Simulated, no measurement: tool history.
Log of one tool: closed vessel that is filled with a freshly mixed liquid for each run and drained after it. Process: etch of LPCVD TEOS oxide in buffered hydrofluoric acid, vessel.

run,hour,temperature setpoint of the liquid (K),parts of 40 % ammonium fluoride to one part of 49 % hydrofluoric acid (parts by volume),time in the liquid (s),thickness taken off the LPCVD TEOS oxide on a monitor wafer (nm)
1,0,295.15,22,90,177.63
2,4.8,295.15,28,90,150.76
3,6.3,295.15,30,90,142.83
4,8.2,294.15,30,90,137.16
5,14.7,296.15,30,90,151.97
6,15.7,298.65,30,90,175.11
7,20.6,297.15,30,90,161.38
8,27.5,293.15,30,90,129.73

Forecast run 9:
9,31.9,290.15,30,90,?

Run 9 gave thickness taken off the LPCVD TEOS oxide on a monitor wafer (nm) 109.32.
